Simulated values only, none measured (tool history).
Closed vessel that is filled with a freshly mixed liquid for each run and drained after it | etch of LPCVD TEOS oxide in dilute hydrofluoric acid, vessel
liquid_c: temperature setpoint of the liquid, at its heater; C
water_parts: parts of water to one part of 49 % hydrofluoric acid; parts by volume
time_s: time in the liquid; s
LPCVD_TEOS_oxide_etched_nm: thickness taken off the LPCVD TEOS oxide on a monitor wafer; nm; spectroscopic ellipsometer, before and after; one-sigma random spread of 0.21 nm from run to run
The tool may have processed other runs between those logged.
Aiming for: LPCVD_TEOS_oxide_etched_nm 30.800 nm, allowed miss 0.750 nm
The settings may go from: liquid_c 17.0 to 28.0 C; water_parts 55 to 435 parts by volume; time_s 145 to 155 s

run,hour,liquid_c,water_parts,time_s,LPCVD_TEOS_oxide_etched_nm
1,0.0,20.0,245,145,15.379
2,1.5,20.0,245,145,15.217
3,9.6,21.5,230,145,17.402
4,10.6,21.5,230,155,18.872
5,11.5,24.0,230,155,20.431
6,18.3,21.5,230,155,18.828
7,21.9,22.5,220,155,20.367
8,24.3,23.5,210,155,22.289
9,29.1,27.5,170,155,33.405
10,32.5,27.0,170,155,33.241
11,39.1,26.5,170,155,32.363
12,46.4,26.0,170,155,31.613

Which one of the following 5 next-run settings gets every result inside its allowed miss? There is exactly one.
A,53.7,27.5,170,150,?
B,53.7,23.5,170,155,?
C,53.7,24.0,170,150,?
D,53.7,27.5,165,145,?
E,53.7,25.0,160,145,?

move,LPCVD_TEOS_oxide_etched_nm
A,32.574
B,29.015
C,28.615
D,32.639
E,30.866
A: lands further from the targets than the last run did
B: moves the result that the last run missed by most past its target, out the other side
C: moves the result that the last run missed by most past its target, out the other side
D: lands further from the targets than the last run did
E: every result within its allowed miss
E is the move that brings every result within its allowed miss.
